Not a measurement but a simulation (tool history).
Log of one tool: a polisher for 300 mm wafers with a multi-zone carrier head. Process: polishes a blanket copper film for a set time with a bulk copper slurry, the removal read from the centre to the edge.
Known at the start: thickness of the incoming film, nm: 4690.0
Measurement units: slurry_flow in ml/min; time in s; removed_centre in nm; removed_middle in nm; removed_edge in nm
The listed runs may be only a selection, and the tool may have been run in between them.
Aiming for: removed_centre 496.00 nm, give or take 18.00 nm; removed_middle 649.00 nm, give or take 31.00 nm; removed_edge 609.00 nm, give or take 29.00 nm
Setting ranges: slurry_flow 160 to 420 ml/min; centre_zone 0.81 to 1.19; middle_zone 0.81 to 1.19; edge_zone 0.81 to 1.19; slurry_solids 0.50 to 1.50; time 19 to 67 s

| run | hour | slurry_flow | centre_zone | middle_zone | edge_zone | slurry_solids | time | removed_centre | removed_middle | removed_edge |
|---|---|---|---|---|---|---|---|---|---|---|
| 1 | 0.0 | 270 | 1.00 | 1.00 | 1.00 | 1.00 | 43 | 467.40 | 471.43 | 482.01 |
| 2 | 7.6 | 270 | 1.00 | 1.08 | 1.00 | 1.00 | 43 | 466.51 | 488.42 | 469.87 |
| 3 | 9.0 | 270 | 0.96 | 1.10 | 1.02 | 1.10 | 45 | 472.56 | 533.96 | 504.49 |
| 4 | 17.8 | 270 | 0.91 | 1.10 | 1.02 | 1.10 | 45 | 456.69 | 522.73 | 521.00 |
| 5 | 23.9 | 275 | 0.90 | 1.12 | 1.03 | 1.20 | 46 | 462.10 | 576.49 | 543.96 |
| 6 | 28.4 | 275 | 0.90 | 1.12 | 1.03 | 1.05 | 46 | 455.24 | 571.92 | 521.15 |
| 7 | 29.1 | 285 | 0.90 | 1.13 | 1.05 | 1.10 | 47 | 472.11 | 601.77 | 552.58 |
| 8 | 31.0 | 295 | 0.90 | 1.13 | 1.07 | 1.15 | 47 | 480.10 | 587.79 | 538.97 |
| 9 | 34.4 | 285 | 0.89 | 1.13 | 1.07 | 1.20 | 48 | 488.19 | 619.63 | 579.82 |
| 10 | 36.1 | 285 | 0.89 | 1.13 | 1.07 | 1.25 | 48 | 489.11 | 623.80 | 578.93 |
| 11 | 44.7 | 285 | 0.89 | 1.13 | 1.07 | 1.30 | 48 | 498.37 | 618.93 | 582.05 |
| 12 | 45.8 | 280 | 0.88 | 1.13 | 1.07 | 1.30 | 48 | 483.41 | 621.79 | 588.74 |

4 candidate next runs follow, results not yet known. Just one meets every target within its allowed miss. Identify it.
| A | 46.9 | 315 | 0.91 | 1.17 | 1.04 | 1.45 | 45 | ? | ? | ? |
| B | 46.9 | 230 | 0.82 | 1.08 | 0.93 | 1.50 | 52 | ? | ? | ? |
| C | 46.9 | 265 | 0.81 | 1.08 | 1.12 | 1.20 | 48 | ? | ? | ? |
| D | 46.9 | 290 | 0.84 | 1.08 | 1.07 | 1.10 | 50 | ? | ? | ? |

| move | removed_centre | removed_middle | removed_edge |
|---|---|---|---|
| A | 492.26 | 615.15 | 563.80 |
| B | 496.87 | 646.96 | 607.26 |
| C | 440.05 | 578.98 | 592.82 |
| D | 471.91 | 597.88 | 596.94 |
A: lands further from the targets than the last run did
B: every result within its allowed miss
C: lands further from the targets than the last run did
D: lands further from the targets than the last run did
Move B is the one to make.

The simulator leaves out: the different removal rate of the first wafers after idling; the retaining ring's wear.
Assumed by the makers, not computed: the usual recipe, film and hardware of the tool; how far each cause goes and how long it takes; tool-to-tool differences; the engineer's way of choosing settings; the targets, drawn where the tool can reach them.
